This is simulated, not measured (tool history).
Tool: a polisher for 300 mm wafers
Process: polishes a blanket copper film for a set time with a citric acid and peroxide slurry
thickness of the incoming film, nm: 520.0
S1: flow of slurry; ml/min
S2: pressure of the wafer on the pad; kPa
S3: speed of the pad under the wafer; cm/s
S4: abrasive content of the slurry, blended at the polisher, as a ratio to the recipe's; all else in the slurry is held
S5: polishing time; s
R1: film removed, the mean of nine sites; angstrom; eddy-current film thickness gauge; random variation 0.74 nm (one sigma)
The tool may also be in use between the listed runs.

{"run": 1, "hour": 0.0, "S1": 305, "S2": 26.9, "S3": 92, "S4": 1, "S5": 37, "R1": 809.31}
{"run": 2, "hour": 2.0, "S1": 305, "S2": 26.9, "S3": 92, "S4": 0.95, "S5": 37, "R1": 817.96}
{"run": 3, "hour": 4.6, "S1": 305, "S2": 27.6, "S3": 92, "S4": 0.95, "S5": 37, "R1": 841.57}
{"run": 4, "hour": 10.1, "S1": 305, "S2": 27.6, "S3": 92, "S4": 0.85, "S5": 37, "R1": 816.45}
{"run": 5, "hour": 13.9, "S1": 305, "S2": 27.6, "S3": 92, "S4": 0.85, "S5": 37, "R1": 810.96}
{"run": 6, "hour": 17.3, "S1": 305, "S2": 27.6, "S3": 92, "S4": 0.85, "S5": 37, "R1": 807.25}
{"run": 7, "hour": 23.7, "S1": 305, "S2": 28.3, "S3": 92, "S4": 0.85, "S5": 37, "R1": 829.74}

The next listed run, before its measurement:
{"run": 8, "hour": 28.4, "S1": 305, "S2": 28.3, "S3": 92, "S4": 0.85, "S5": 37, "R1": "?"}

Run 8 gave R1 830.54 angstrom.
